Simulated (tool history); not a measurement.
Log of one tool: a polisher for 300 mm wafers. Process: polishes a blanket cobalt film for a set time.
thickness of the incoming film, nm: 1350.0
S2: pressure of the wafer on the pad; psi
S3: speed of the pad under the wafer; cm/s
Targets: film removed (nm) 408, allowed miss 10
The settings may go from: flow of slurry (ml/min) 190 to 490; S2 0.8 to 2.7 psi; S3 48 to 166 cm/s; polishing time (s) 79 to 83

run 1 hour=0 | flow_of_slurry_(ml/min)=315 S2=1.7 S3=106 polishing_time_(s)=79 | film_removed_(nm)=318.37
run 2 hour=8.9 | flow_of_slurry_(ml/min)=245 S2=1.7 S3=106 polishing_time_(s)=79 | film_removed_(nm)=312.05
run 3 hour=11 | flow_of_slurry_(ml/min)=250 S2=1.8 S3=106 polishing_time_(s)=79 | film_removed_(nm)=330.58
run 4 hour=16.9 | flow_of_slurry_(ml/min)=250 S2=1.8 S3=106 polishing_time_(s)=83 | film_removed_(nm)=342.57
run 5 hour=25.6 | flow_of_slurry_(ml/min)=260 S2=1.8 S3=106 polishing_time_(s)=83 | film_removed_(nm)=346.51
run 6 hour=32.1 | flow_of_slurry_(ml/min)=265 S2=1.8 S3=106 polishing_time_(s)=83 | film_removed_(nm)=345.33
run 7 hour=35.8 | flow_of_slurry_(ml/min)=270 S2=1.8 S3=106 polishing_time_(s)=83 | film_removed_(nm)=345.51
run 8 hour=41 | flow_of_slurry_(ml/min)=275 S2=2 S3=106 polishing_time_(s)=83 | film_removed_(nm)=375.47
run 9 hour=48.2 | flow_of_slurry_(ml/min)=275 S2=2.1 S3=106 polishing_time_(s)=83 | film_removed_(nm)=394.79

4 next moves are on the table. One of them brings every result within its allowed miss. Which?
run A hour=55.4 | flow_of_slurry_(ml/min)=235 S2=1.6 S3=140 polishing_time_(s)=83 | film_removed_(nm)=?
run B hour=55.4 | flow_of_slurry_(ml/min)=355 S2=2 S3=102 polishing_time_(s)=83 | film_removed_(nm)=?
run C hour=55.4 | flow_of_slurry_(ml/min)=300 S2=2.1 S3=108 polishing_time_(s)=80 | film_removed_(nm)=?
run D hour=55.4 | flow_of_slurry_(ml/min)=190 S2=2.1 S3=112 polishing_time_(s)=79 | film_removed_(nm)=?

move=A film_removed_(nm)=404.03
move=B film_removed_(nm)=370.91
move=C film_removed_(nm)=389.01
move=D film_removed_(nm)=380.56
A: meets every target
B: further off than the last run
C: further off than the last run
D: further off than the last run
Move A is the one to make.
